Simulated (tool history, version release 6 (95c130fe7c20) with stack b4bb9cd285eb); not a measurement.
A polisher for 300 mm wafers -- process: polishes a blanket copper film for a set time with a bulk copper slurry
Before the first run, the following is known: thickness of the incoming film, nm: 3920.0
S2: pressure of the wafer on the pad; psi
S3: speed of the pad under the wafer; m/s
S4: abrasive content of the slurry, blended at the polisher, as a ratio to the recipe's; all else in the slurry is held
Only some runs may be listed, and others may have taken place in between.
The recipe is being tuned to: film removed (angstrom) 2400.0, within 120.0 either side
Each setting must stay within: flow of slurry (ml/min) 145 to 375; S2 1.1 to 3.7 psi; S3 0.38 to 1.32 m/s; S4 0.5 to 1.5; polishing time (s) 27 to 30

run 1 hour=0.0 | flow_of_slurry_(ml/min)=240 S2=2.4 S3=0.84 S4=1.0 polishing_time_(s)=30 | film_removed_(angstrom)=1651.3
run 2 hour=5.6 | flow_of_slurry_(ml/min)=240 S2=2.6 S3=0.84 S4=1.0 polishing_time_(s)=30 | film_removed_(angstrom)=1844.4
run 3 hour=8.3 | flow_of_slurry_(ml/min)=240 S2=2.6 S3=0.84 S4=1.0 polishing_time_(s)=27 | film_removed_(angstrom)=1603.6
run 4 hour=13.3 | flow_of_slurry_(ml/min)=240 S2=2.8 S3=0.84 S4=1.0 polishing_time_(s)=27 | film_removed_(angstrom)=1736.1
run 5 hour=16.7 | flow_of_slurry_(ml/min)=240 S2=2.8 S3=0.74 S4=1.0 polishing_time_(s)=27 | film_removed_(angstrom)=1604.9
run 6 hour=24.4 | flow_of_slurry_(ml/min)=240 S2=3.0 S3=0.76 S4=1.0 polishing_time_(s)=27 | film_removed_(angstrom)=1797.6
run 7 hour=31.8 | flow_of_slurry_(ml/min)=240 S2=3.1 S3=0.76 S4=1.0 polishing_time_(s)=27 | film_removed_(angstrom)=1848.3
run 8 hour=35.9 | flow_of_slurry_(ml/min)=240 S2=3.2 S3=0.76 S4=1.0 polishing_time_(s)=27 | film_removed_(angstrom)=1863.5
run 9 hour=39.4 | flow_of_slurry_(ml/min)=240 S2=3.3 S3=0.78 S4=1.0 polishing_time_(s)=27 | film_removed_(angstrom)=1990.8
run 10 hour=43.6 | flow_of_slurry_(ml/min)=240 S2=3.4 S3=0.80 S4=1.0 polishing_time_(s)=27 | film_removed_(angstrom)=2046.9
run 11 hour=46.4 | flow_of_slurry_(ml/min)=240 S2=3.5 S3=0.82 S4=1.0 polishing_time_(s)=27 | film_removed_(angstrom)=2161.0

Exercise: of the 4 proposed moves below, exactly one satisfies all targets within the stated allowed misses. Which move is it?
run A hour=49.2 | flow_of_slurry_(ml/min)=260 S2=3.4 S3=0.86 S4=1.1 polishing_time_(s)=29 | film_removed_(angstrom)=?
run B hour=49.2 | flow_of_slurry_(ml/min)=270 S2=3.7 S3=0.92 S4=1.1 polishing_time_(s)=29 | film_removed_(angstrom)=?
run C hour=49.2 | flow_of_slurry_(ml/min)=225 S2=3.5 S3=0.72 S4=0.8 polishing_time_(s)=30 | film_removed_(angstrom)=?
run D hour=49.2 | flow_of_slurry_(ml/min)=245 S2=3.2 S3=0.80 S4=0.9 polishing_time_(s)=30 | film_removed_(angstrom)=?

move=A film_removed_(angstrom)=2362.9
move=B film_removed_(angstrom)=2699.8
move=C film_removed_(angstrom)=2048.3
move=D film_removed_(angstrom)=2084.5
A: all results in spec
B: moves the result that the last run missed by most past its target, out the other side
C: misses by more than the last run did
D: misses by more than the last run did
Move A is the one to make.

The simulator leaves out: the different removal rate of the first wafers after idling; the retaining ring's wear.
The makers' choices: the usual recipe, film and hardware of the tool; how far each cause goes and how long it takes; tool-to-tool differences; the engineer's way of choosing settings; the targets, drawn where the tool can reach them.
